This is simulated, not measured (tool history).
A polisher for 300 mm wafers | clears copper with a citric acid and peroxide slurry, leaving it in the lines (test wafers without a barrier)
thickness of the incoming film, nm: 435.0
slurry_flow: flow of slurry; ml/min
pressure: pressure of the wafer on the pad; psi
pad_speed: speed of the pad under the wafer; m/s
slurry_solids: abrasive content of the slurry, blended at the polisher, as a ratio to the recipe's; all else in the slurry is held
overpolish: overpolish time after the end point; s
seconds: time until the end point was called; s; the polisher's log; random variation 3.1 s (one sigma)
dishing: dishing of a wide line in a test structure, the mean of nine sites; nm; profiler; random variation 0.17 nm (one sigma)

run  hour  slurry_flow  pressure  pad_speed  slurry_solids  overpolish  seconds  dishing
  1   0.0          200       4.2       1.08            1.0          18   108.15   27.289
  2   6.1          200       3.8       1.02            1.0          15   126.96   22.836
  3  15.1          200       3.4       1.00            1.0          13   139.65   19.661
  4  19.7          200       3.4       1.00            1.2          13   133.94   19.625
  5  28.2          200       3.0       1.00            1.2          13   150.79   18.441
  6  29.4          200       2.8       1.00            1.2          13   160.83   17.829
  7  38.4          200       2.6       1.00            1.2          13   171.34   17.245

Run 8 comes next. What will it give?
  8  46.5          200       2.5       1.00            1.2          12        ?        ?

{"run 8": {"seconds": 177.02, "dishing": 15.636}}
